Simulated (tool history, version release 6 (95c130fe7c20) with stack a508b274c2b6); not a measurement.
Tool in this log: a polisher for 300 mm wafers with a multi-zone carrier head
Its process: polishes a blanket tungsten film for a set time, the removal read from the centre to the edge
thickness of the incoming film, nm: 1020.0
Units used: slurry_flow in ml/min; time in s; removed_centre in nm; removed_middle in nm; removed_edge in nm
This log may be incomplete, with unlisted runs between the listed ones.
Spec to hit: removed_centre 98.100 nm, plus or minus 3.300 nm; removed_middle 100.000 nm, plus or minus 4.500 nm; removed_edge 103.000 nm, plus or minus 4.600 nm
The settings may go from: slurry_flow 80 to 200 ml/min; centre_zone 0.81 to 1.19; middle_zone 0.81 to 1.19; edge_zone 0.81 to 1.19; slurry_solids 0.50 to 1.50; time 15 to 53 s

run 1 hour=0.0 | slurry_flow=130 centre_zone=1.00 middle_zone=1.00 edge_zone=1.00 slurry_solids=1.00 time=34 | removed_centre=120.550 removed_middle=116.050 removed_edge=117.090
run 2 hour=3.2 | slurry_flow=130 centre_zone=1.00 middle_zone=0.92 edge_zone=1.00 slurry_solids=1.00 time=34 | removed_centre=122.080 removed_middle=109.760 removed_edge=117.730
run 3 hour=5.8 | slurry_flow=130 centre_zone=1.00 middle_zone=0.92 edge_zone=1.00 slurry_solids=0.90 time=34 | removed_centre=115.620 removed_middle=106.250 removed_edge=113.420
run 4 hour=7.8 | slurry_flow=130 centre_zone=0.95 middle_zone=0.92 edge_zone=1.00 slurry_solids=0.90 time=34 | removed_centre=112.110 removed_middle=107.050 removed_edge=114.150
run 5 hour=14.3 | slurry_flow=125 centre_zone=0.95 middle_zone=0.92 edge_zone=0.99 slurry_solids=0.90 time=34 | removed_centre=111.640 removed_middle=106.000 removed_edge=112.780
run 6 hour=19.0 | slurry_flow=120 centre_zone=0.94 middle_zone=0.92 edge_zone=0.98 slurry_solids=0.90 time=34 | removed_centre=106.590 removed_middle=105.670 removed_edge=109.720
run 7 hour=20.1 | slurry_flow=115 centre_zone=0.94 middle_zone=0.92 edge_zone=0.98 slurry_solids=0.90 time=34 | removed_centre=106.650 removed_middle=105.440 removed_edge=111.160
run 8 hour=28.7 | slurry_flow=105 centre_zone=0.90 middle_zone=0.91 edge_zone=0.90 slurry_solids=0.75 time=34 | removed_centre=94.028 removed_middle=96.656 removed_edge=98.756

Which single option among these 4 for the next run brings every result within its allowed miss of target? Just one does.
run A hour=37.3 | slurry_flow=100 centre_zone=1.04 middle_zone=0.90 edge_zone=0.92 slurry_solids=0.75 time=33 | removed_centre=? removed_middle=? removed_edge=?
run B hour=37.3 | slurry_flow=165 centre_zone=0.99 middle_zone=1.01 edge_zone=0.87 slurry_solids=0.90 time=27 | removed_centre=? removed_middle=? removed_edge=?
run C hour=37.3 | slurry_flow=90 centre_zone=0.87 middle_zone=0.88 edge_zone=1.09 slurry_solids=0.85 time=33 | removed_centre=? removed_middle=? removed_edge=?
run D hour=37.3 | slurry_flow=120 centre_zone=0.91 middle_zone=0.93 edge_zone=0.93 slurry_solids=0.80 time=33 | removed_centre=? removed_middle=? removed_edge=?

move=A removed_centre=101.310 removed_middle=89.788 removed_edge=96.646
move=B removed_centre=95.372 removed_middle=95.074 removed_edge=87.978
move=C removed_centre=87.944 removed_middle=89.108 removed_edge=106.960
move=D removed_centre=97.575 removed_middle=98.459 removed_edge=102.250
A: gets the furthest-off result to its target, but another result is out of tolerance
B: gets the furthest-off result to its target, but another result is out of tolerance
C: its largest miss is bigger than the last run's
D: all results land within tolerance of their targets
D meets every target.

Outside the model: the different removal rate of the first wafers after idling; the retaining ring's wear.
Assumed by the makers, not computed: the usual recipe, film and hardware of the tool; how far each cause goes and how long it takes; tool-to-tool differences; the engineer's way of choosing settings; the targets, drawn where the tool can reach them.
